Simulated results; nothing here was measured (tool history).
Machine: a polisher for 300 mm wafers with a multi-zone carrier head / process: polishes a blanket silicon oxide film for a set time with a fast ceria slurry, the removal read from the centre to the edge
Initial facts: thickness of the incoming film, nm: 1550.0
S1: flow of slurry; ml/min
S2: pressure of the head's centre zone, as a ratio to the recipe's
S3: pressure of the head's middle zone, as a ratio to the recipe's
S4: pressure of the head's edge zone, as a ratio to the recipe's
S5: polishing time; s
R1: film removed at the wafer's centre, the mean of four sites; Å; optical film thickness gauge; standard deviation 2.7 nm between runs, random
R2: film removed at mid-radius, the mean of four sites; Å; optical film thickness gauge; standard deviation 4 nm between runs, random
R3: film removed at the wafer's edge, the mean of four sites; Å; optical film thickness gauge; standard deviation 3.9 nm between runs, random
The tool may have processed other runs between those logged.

run 1 day=0 | S1=175 S2=1 S3=1 S4=1 S5=31 | R1=4611.4 R2=4560 R3=4486.1
run 2 day=0.229 | S1=175 S2=1 S3=1.05 S4=1 S5=31 | R1=4657.4 R2=4920.5 R3=4533.3
run 3 day=0.354 | S1=175 S2=1 S3=1.04 S4=0.98 S5=29 | R1=4370.3 R2=4502.6 R3=4236.5
run 4 day=0.633 | S1=175 S2=1 S3=1.04 S4=0.98 S5=21 | R1=3146.7 R2=3220.7 R3=3007.2
run 5 day=0.867 | S1=175 S2=1 S3=1.04 S4=0.93 S5=21 | R1=3158.6 R2=3282.9 R3=2951.8
run 6 day=0.942 | S1=175 S2=1 S3=1.04 S4=0.93 S5=27 | R1=4056.6 R2=4152.5 R3=3791.3
run 7 day=1.217 | S1=175 S2=1 S3=1.04 S4=0.92 S5=26 | R1=3812.3 R2=3927.1 R3=3619.1
run 8 day=1.279 | S1=175 S2=1 S3=1.04 S4=0.91 S5=25 | R1=3715.3 R2=3831.3 R3=3522.3
run 9 day=1.488 | S1=155 S2=1.02 S3=1.04 S4=0.81 S5=20 | R1=2913.4 R2=2986.3 R3=2629.7

Run 10, settings as shown, results not yet in. Your forecast:
run 10 day=1.742 | S1=165 S2=1.02 S3=1.04 S4=0.82 S5=20 | R1=? R2=? R3=?

Run 10 measured R1 3000.1 Å, R2 3022.2 Å, R3 2706.7 Å.
